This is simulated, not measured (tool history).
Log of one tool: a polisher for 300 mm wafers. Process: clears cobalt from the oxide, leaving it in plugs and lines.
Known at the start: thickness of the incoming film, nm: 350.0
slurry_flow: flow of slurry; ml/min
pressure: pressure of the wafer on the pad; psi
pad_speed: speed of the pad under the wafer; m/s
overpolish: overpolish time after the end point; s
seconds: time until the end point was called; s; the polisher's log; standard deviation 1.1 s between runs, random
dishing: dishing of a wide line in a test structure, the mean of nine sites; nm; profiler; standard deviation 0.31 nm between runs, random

run	hour	slurry_flow	pressure	pad_speed	overpolish	seconds	dishing
1	0.0	150	2.0	1.18	30	55.095	72.753
2	7.9	140	1.8	1.14	27	64.487	69.491
3	8.7	155	1.8	1.04	24	67.510	64.597
4	15.0	165	1.7	0.96	22	78.629	59.453
5	20.2	175	1.7	0.90	20	79.263	54.723
6	24.4	185	1.7	0.84	18	86.807	50.738

For run 7, what comes out?
7	32.2	190	1.7	0.80	17	?	?

Run 7 measured seconds 89.608 s, dishing 47.097 nm.

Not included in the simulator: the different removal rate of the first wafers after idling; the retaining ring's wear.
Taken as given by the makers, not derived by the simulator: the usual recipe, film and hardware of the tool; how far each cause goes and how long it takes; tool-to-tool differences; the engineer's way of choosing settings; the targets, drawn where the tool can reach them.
